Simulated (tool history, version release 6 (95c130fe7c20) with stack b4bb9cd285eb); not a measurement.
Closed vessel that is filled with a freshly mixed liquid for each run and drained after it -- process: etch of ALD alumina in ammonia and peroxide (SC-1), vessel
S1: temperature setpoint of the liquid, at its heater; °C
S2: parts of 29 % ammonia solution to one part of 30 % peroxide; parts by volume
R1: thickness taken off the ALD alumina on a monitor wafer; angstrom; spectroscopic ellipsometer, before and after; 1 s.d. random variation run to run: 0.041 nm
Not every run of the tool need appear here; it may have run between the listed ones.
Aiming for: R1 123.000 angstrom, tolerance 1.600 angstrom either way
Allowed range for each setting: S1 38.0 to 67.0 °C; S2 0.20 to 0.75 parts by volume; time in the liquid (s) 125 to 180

{"run": 1, "hour": 0.0, "S1": 51.0, "S2": 0.45, "time in the liquid (s)": 180, "R1": 103.3}
{"run": 2, "hour": 5.5, "S1": 51.5, "S2": 0.45, "time in the liquid (s)": 180, "R1": 106.22}
{"run": 3, "hour": 8.5, "S1": 52.0, "S2": 0.45, "time in the liquid (s)": 180, "R1": 108.79}
{"run": 4, "hour": 14.4, "S1": 52.0, "S2": 0.55, "time in the liquid (s)": 180, "R1": 111.43}
{"run": 5, "hour": 23.5, "S1": 52.0, "S2": 0.5, "time in the liquid (s)": 180, "R1": 110.45}
{"run": 6, "hour": 24.8, "S1": 52.0, "S2": 0.5, "time in the liquid (s)": 125, "R1": 76.489}
{"run": 7, "hour": 27.1, "S1": 53.5, "S2": 0.5, "time in the liquid (s)": 125, "R1": 83.098}
{"run": 8, "hour": 36.0, "S1": 55.5, "S2": 0.5, "time in the liquid (s)": 130, "R1": 95.362}
{"hour": 40.9, "done": "new drum of ammonia solution connected"}
{"run": 9, "hour": 40.9, "S1": 57.0, "S2": 0.5, "time in the liquid (s)": 130, "R1": 104.75}

Exercise: of the 4 proposed moves below, exactly one satisfies all targets within the stated allowed misses. Which move is it?
{"run": "A", "hour": 45.8, "S1": 54.5, "S2": 0.5, "time in the liquid (s)": 175, "R1": "?"}
{"run": "B", "hour": 45.8, "S1": 56.5, "S2": 0.55, "time in the liquid (s)": 160, "R1": "?"}
{"run": "C", "hour": 45.8, "S1": 56.0, "S2": 0.55, "time in the liquid (s)": 165, "R1": "?"}
{"run": "D", "hour": 45.8, "S1": 58.5, "S2": 0.5, "time in the liquid (s)": 145, "R1": "?"}

move=A R1=122.980
move=B R1=126.140
move=C R1=126.700
move=D R1=125.760
A: meets every target
B: takes the biggest miss from the last run beyond its target
C: takes the biggest miss from the last run beyond its target
D: takes the biggest miss from the last run beyond its target
Go with A: it meets all targets.
